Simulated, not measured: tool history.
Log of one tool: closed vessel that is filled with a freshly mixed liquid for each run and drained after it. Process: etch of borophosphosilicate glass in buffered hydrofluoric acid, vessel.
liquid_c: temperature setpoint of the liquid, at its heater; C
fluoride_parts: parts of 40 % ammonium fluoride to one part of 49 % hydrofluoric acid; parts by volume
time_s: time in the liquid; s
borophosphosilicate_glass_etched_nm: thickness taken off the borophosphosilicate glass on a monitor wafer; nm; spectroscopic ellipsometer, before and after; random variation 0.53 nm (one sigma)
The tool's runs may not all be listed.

run	hour	liquid_c	fluoride_parts	time_s	borophosphosilicate_glass_etched_nm
1	0	25	14	35	89.357
2	6.9	25	12	35	105.28
3	14.5	23	12.5	35	89.66
4	21.3	23	11	35	103.09
5	28.7	21.5	11.5	35	92.115
6	36.8	23	11.5	35	97.52

Forecast run 7:
7	42.9	21.5	12	35	?

{"run 7": {"borophosphosilicate_glass_etched_nm": 86.667}}
